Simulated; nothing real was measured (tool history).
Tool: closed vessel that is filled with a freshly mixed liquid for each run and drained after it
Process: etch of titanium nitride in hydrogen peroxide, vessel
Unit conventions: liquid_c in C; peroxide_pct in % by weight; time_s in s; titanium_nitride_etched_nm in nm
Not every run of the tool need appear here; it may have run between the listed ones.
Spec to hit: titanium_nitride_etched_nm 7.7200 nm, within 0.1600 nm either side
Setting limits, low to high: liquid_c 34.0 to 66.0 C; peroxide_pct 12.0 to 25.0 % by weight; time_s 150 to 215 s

run  hour  liquid_c  peroxide_pct  time_s  titanium_nitride_etched_nm
  1   0.0      50.0          17.0     215                      5.0705
  2   8.4      43.5          17.0     215                      3.1479
  3  11.3      47.0          17.0     215                      4.0523
  4  16.9      49.5          17.0     215                      4.9271
  5  23.0      49.5          19.5     215                      5.0173
  6  31.2      44.0          19.5     215                      3.3660
  7  38.6      47.0          19.5     215                      4.2032
  8  40.5      55.0          19.5     215                      7.4242

Consider the 5 candidate settings below. Which is the only one whose results all fall within their allowed miss of target?
  A  42.4      56.5          20.5     210                           ?
  B  42.4      55.0          25.0     210                           ?
  C  42.4      56.0          22.0     210                           ?
  D  42.4      56.0          21.0     215                           ?
  E  42.4      56.5          17.5     215                           ?

move  titanium_nitride_etched_nm
   A                      8.1506
   B                      7.6632
   C                      7.9927
   D                      8.1014
   E                      8.0675
A: carries the result that was furthest off beyond its target, to the other side
B: in spec on every target
C: carries the result that was furthest off beyond its target, to the other side
D: carries the result that was furthest off beyond its target, to the other side
E: carries the result that was furthest off beyond its target, to the other side
Move B is the one to make.
